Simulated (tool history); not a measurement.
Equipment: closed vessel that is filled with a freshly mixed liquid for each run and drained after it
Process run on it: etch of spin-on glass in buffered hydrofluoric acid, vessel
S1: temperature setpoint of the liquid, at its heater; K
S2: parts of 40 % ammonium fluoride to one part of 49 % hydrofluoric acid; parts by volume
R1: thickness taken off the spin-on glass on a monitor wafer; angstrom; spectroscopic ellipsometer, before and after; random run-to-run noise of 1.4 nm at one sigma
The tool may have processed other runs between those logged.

Run 1, hour 0.0: S1 293.15 K, S2 21.5 parts by volume, time in the liquid (s) 95. Result: R1 1153.4 angstrom.
Run 2, hour 7.4: S1 294.65 K, S2 21.5 parts by volume, time in the liquid (s) 95. Result: R1 1244.4 angstrom.
Run 3, hour 10.3: S1 295.65 K, S2 21.5 parts by volume, time in the liquid (s) 95. Result: R1 1305.2 angstrom.
Run 4, hour 19.1: S1 296.65 K, S2 21.5 parts by volume, time in the liquid (s) 95. Result: R1 1407.5 angstrom.
Run 5, hour 20.8: S1 296.65 K, S2 21.5 parts by volume, time in the liquid (s) 95. Result: R1 1400.6 angstrom.
Run 6, hour 22.8: S1 296.65 K, S2 25.5 parts by volume, time in the liquid (s) 95. Result: R1 1240.5 angstrom.
Run 7, hour 27.1: S1 297.65 K, S2 25.5 parts by volume, time in the liquid (s) 95. Result: R1 1314.4 angstrom.
Run 8, hour 32.1: S1 298.65 K, S2 25.5 parts by volume, time in the liquid (s) 95. Result: R1 1374.4 angstrom.

The next listed run, before its measurement:
Run 9, hour 39.5: S1 299.15 K, S2 25.5 parts by volume, time in the liquid (s) 95. Result: R1 ?.

Run 9 yielded R1 1445.5 angstrom.

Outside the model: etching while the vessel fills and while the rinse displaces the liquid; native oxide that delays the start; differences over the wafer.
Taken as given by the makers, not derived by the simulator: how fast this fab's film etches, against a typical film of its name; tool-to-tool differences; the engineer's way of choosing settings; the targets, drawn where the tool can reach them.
